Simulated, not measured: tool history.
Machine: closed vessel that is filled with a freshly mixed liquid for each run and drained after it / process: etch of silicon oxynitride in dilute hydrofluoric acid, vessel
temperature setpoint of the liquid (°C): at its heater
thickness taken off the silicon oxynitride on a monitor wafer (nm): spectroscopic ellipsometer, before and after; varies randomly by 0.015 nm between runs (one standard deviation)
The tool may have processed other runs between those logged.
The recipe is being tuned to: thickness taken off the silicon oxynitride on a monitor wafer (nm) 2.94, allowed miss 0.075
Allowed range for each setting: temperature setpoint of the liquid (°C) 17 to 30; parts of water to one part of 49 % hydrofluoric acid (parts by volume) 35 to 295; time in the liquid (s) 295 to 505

run,day,temperature setpoint of the liquid (°C),parts of water to one part of 49 % hydrofluoric acid (parts by volume),time in the liquid (s),thickness taken off the silicon oxynitride on a monitor wafer (nm)
1,0,22,165,505,6.4529
2,0.088,22,135,505,8.0195
3,0.496,22,135,295,4.7113
4,0.817,21.5,155,295,3.9667
5,1.004,21.5,155,505,6.7634
6,1.154,24,155,505,7.6947
7,1.538,23,165,505,6.7728
8,1.912,22,175,505,6.0374
9,2.154,21.5,185,505,5.579
10,2.45,21,195,505,5.1405
11,2.771,20.5,205,505,4.7914
12,2.917,20,215,505,4.343
13,3.192,19.5,220,505,4.1818
14,3.467,19,225,505,4.0291
15,3.854,18.5,230,505,3.8097
16,3.996,18.5,230,505,3.7807
17,4.196,18.5,230,505,3.7732
# day 4.417: hydrofluoric acid flow meter replaced
18,4.417,18.5,235,505,3.4119
19,4.783,17.5,240,505,3.151

Below are 5 possible settings for the next run. Only one of them brings all results inside the allowed miss of their targets. Which is it?
A,5.15,20,295,490,?
B,5.15,18,245,505,?
C,5.15,18.5,285,505,?
D,5.15,19,260,505,?
E,5.15,18.5,260,490,?

move,thickness taken off the silicon oxynitride on a monitor wafer (nm)
A,2.7137
B,3.1678
C,2.7222
D,3.098
E,2.938
A: the result that was furthest off in the last run now lies on the other side of its target
B: the biggest miss grows against the last run
C: the result that was furthest off in the last run now lies on the other side of its target
D: better than the last run, though not everything is in spec
E: each result inside its tolerance
Answer: E
